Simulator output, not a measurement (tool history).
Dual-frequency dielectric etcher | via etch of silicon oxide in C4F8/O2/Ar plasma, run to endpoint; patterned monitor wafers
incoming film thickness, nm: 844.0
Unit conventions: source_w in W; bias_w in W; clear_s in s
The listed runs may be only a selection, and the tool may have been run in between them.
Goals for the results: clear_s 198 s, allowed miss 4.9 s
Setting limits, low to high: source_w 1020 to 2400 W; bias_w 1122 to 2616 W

{"run": 1, "hour": 0.0, "source_w": 1710, "bias_w": 1869, "clear_s": 176.71}
{"run": 2, "hour": 0.9, "source_w": 1710, "bias_w": 2037, "clear_s": 174.34}
{"run": 3, "hour": 4.2, "source_w": 1710, "bias_w": 1739, "clear_s": 181.3}
{"run": 4, "hour": 5.3, "source_w": 1610, "bias_w": 1702, "clear_s": 187.65}
{"run": 5, "hour": 12.9, "source_w": 1560, "bias_w": 1686, "clear_s": 190.08}
{"run": 6, "hour": 19.3, "source_w": 1850, "bias_w": 1686, "clear_s": 176.47}
{"run": 7, "hour": 21.7, "source_w": 1730, "bias_w": 1645, "clear_s": 182.59}
{"run": 8, "hour": 23.5, "source_w": 1640, "bias_w": 1617, "clear_s": 187.07}
{"run": 9, "hour": 26.3, "source_w": 1580, "bias_w": 1595, "clear_s": 191.24}

Next run, 4 choices. One meets every target within its allowed miss, the rest don't. Which?
{"run": "A", "hour": 29.1, "source_w": 1520, "bias_w": 1513, "clear_s": "?"}
{"run": "B", "hour": 29.1, "source_w": 1650, "bias_w": 1663, "clear_s": "?"}
{"run": "C", "hour": 29.1, "source_w": 1610, "bias_w": 1703, "clear_s": "?"}
{"run": "D", "hour": 29.1, "source_w": 1790, "bias_w": 1587, "clear_s": "?"}

move=A clear_s=197.23
move=B clear_s=185.89
move=C clear_s=186.74
move=D clear_s=181.6
A: hits every target within its allowed miss
B: moves away from the targets compared with the last run
C: moves away from the targets compared with the last run
D: moves away from the targets compared with the last run
Correct choice: A, which meets every target
